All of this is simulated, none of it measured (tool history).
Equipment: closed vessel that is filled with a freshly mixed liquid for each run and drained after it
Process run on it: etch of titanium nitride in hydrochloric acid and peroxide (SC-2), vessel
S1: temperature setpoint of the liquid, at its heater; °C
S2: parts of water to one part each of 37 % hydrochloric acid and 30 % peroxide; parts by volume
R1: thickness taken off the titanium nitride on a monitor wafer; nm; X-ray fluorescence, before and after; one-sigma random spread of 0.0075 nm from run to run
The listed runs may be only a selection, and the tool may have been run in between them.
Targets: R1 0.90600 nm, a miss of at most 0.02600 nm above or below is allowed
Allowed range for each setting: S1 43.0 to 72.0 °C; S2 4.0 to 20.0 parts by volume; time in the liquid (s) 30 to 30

{"run": 1, "hour": 0.0, "S1": 59.0, "S2": 11.0, "time in the liquid (s)": 30, "R1": 1.4731}
{"run": 2, "hour": 7.7, "S1": 57.0, "S2": 11.0, "time in the liquid (s)": 30, "R1": 1.3134}
{"run": 3, "hour": 13.6, "S1": 55.5, "S2": 11.0, "time in the liquid (s)": 30, "R1": 1.1958}
{"run": 4, "hour": 20.6, "S1": 52.5, "S2": 11.0, "time in the liquid (s)": 30, "R1": 0.97766}
{"run": 5, "hour": 25.3, "S1": 52.5, "S2": 11.0, "time in the liquid (s)": 30, "R1": 0.96367}
{"run": 6, "hour": 30.6, "S1": 57.5, "S2": 11.0, "time in the liquid (s)": 30, "R1": 1.364}
{"run": 7, "hour": 35.0, "S1": 57.5, "S2": 11.0, "time in the liquid (s)": 30, "R1": 1.3789}
{"run": 8, "hour": 42.0, "S1": 49.5, "S2": 11.0, "time in the liquid (s)": 30, "R1": 0.80041}
{"run": 9, "hour": 50.5, "S1": 50.0, "S2": 11.0, "time in the liquid (s)": 30, "R1": 0.83976}
{"run": 10, "hour": 52.6, "S1": 50.5, "S2": 11.0, "time in the liquid (s)": 30, "R1": 0.84943}

Pick the move, out of 4, that brings all results within their allowed miss; only one does.
{"run": "A", "hour": 54.7, "S1": 51.5, "S2": 10.5, "time in the liquid (s)": 30, "R1": "?"}
{"run": "B", "hour": 54.7, "S1": 48.0, "S2": 7.5, "time in the liquid (s)": 30, "R1": "?"}
{"run": "C", "hour": 54.7, "S1": 56.0, "S2": 15.5, "time in the liquid (s)": 30, "R1": "?"}
{"run": "D", "hour": 54.7, "S1": 52.5, "S2": 11.0, "time in the liquid (s)": 30, "R1": "?"}

move=A R1=0.94053
move=B R1=0.97960
move=C R1=0.90071
move=D R1=0.96592
A: carries the result that was furthest off beyond its target, to the other side
B: carries the result that was furthest off beyond its target, to the other side
C: every result within its allowed miss
D: carries the result that was furthest off beyond its target, to the other side
The right move is C.
